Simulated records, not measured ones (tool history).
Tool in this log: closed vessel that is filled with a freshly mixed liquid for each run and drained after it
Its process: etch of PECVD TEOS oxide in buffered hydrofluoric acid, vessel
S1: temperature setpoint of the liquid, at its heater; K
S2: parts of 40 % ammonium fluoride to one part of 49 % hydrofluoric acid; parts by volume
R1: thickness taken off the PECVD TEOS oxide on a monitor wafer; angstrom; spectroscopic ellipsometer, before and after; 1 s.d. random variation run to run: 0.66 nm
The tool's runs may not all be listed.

Run 1, hour 0: S1 294.15 K, S2 15 parts by volume, time in the liquid (s) 105. Result: R1 1284.8 angstrom.
Run 2, hour 5.7: S1 294.15 K, S2 15 parts by volume, time in the liquid (s) 110. Result: R1 1340.6 angstrom.
Run 3, hour 9.5: S1 293.15 K, S2 16 parts by volume, time in the liquid (s) 110. Result: R1 1204.7 angstrom.
Run 4, hour 12.8: S1 292.65 K, S2 17 parts by volume, time in the liquid (s) 110. Result: R1 1114.2 angstrom.
Run 5, hour 17.4: S1 292.65 K, S2 13.5 parts by volume, time in the liquid (s) 110. Result: R1 1387.7 angstrom.
Run 6, hour 22.2: S1 295.15 K, S2 13.5 parts by volume, time in the liquid (s) 110. Result: R1 1603.8 angstrom.
Run 7, hour 28.9: S1 291.15 K, S2 18.5 parts by volume, time in the liquid (s) 110. Result: R1 915.26 angstrom.
Run 8, hour 30.4: S1 291.15 K, S2 19 parts by volume, time in the liquid (s) 110. Result: R1 891.45 angstrom.

For run 9, what comes out?
Run 9, hour 36.9: S1 290.65 K, S2 19.5 parts by volume, time in the liquid (s) 110. Result: R1 ?.

R1: 849.22 angstrom
